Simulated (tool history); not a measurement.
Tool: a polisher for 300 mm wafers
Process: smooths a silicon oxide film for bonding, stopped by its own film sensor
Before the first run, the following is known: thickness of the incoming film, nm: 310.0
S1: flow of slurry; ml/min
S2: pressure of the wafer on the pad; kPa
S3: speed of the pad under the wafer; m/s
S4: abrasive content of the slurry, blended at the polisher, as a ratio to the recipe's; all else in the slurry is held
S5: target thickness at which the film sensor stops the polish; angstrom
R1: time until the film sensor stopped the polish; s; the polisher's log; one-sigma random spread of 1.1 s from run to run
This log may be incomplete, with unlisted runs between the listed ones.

Run 1, hour 0: S1 135 ml/min, S2 14.5 kPa, S3 0.94 m/s, S4 1, S5 2810 angstrom. Result: R1 43.457 s.
Run 2, hour 0.8: S1 135 ml/min, S2 13.1 kPa, S3 0.92 m/s, S4 1, S5 2810 angstrom. Result: R1 47.413 s.
Run 3, hour 1.4: S1 135 ml/min, S2 13.1 kPa, S3 1.12 m/s, S4 1, S5 2810 angstrom. Result: R1 40.719 s.
Run 4, hour 9.1: S1 135 ml/min, S2 13.1 kPa, S3 1.12 m/s, S4 0.85, S5 2810 angstrom. Result: R1 41.554 s.
Run 5, hour 10.9: S1 135 ml/min, S2 11 kPa, S3 1.08 m/s, S4 0.85, S5 2810 angstrom. Result: R1 52.395 s.
Run 6, hour 19.8: S1 135 ml/min, S2 11 kPa, S3 1.08 m/s, S4 0.85, S5 2840 angstrom. Result: R1 45.989 s.
Run 7, hour 26.1: S1 135 ml/min, S2 9.7 kPa, S3 1.04 m/s, S4 0.85, S5 2840 angstrom. Result: R1 53.289 s.
Run 8, hour 29.3: S1 135 ml/min, S2 9 kPa, S3 1.02 m/s, S4 0.85, S5 2840 angstrom. Result: R1 55.303 s.

For run 9, what comes out?
Run 9, hour 37.8: S1 135 ml/min, S2 8.3 kPa, S3 1 m/s, S4 0.85, S5 2840 angstrom. Result: R1 ?.

Run 9 measured R1 60.371 s.
